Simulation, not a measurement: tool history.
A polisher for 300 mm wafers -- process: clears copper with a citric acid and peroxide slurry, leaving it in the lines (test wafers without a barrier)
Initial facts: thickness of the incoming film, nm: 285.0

run  hour  flow of slurry (ml/min)  pressure of the wafer on the pad (kPa)  speed of the pad under the wafer (cm/s)  abrasive content of the slurry  overpolish time after the end point (s)  time until the end point was called (s)  dishing of a wide line in a test structure (angstrom)
  1   0.0                      180                                    17.9                                       88                             1.0                                       18                                   175.07                                                 209.08
  2   3.2                      180                                    17.9                                      100                             1.0                                       18                                   154.71                                                 232.10
  3  10.4                      180                                    17.9                                       82                             1.0                                       18                                   187.01                                                 201.25
  4  14.1                      180                                    17.2                                       82                             1.0                                       16                                   195.96                                                 175.35
  5  15.9                      180                                    16.5                                       82                             1.0                                       14                                   203.61                                                 150.33
  6  21.7                      180                                    15.9                                       82                             1.0                                       13                                   211.06                                                 129.72
  7  28.5                      180                                    15.2                                       82                             1.0                                       13                                   223.89                                                 130.58

Predict the results of run 8:
  8  34.2                      180                                    15.2                                       82                             1.0                                       12                                        ?                                                      ?

time until the end point was called (s): 222.39
dishing of a wide line in a test structure (angstrom): 115.02

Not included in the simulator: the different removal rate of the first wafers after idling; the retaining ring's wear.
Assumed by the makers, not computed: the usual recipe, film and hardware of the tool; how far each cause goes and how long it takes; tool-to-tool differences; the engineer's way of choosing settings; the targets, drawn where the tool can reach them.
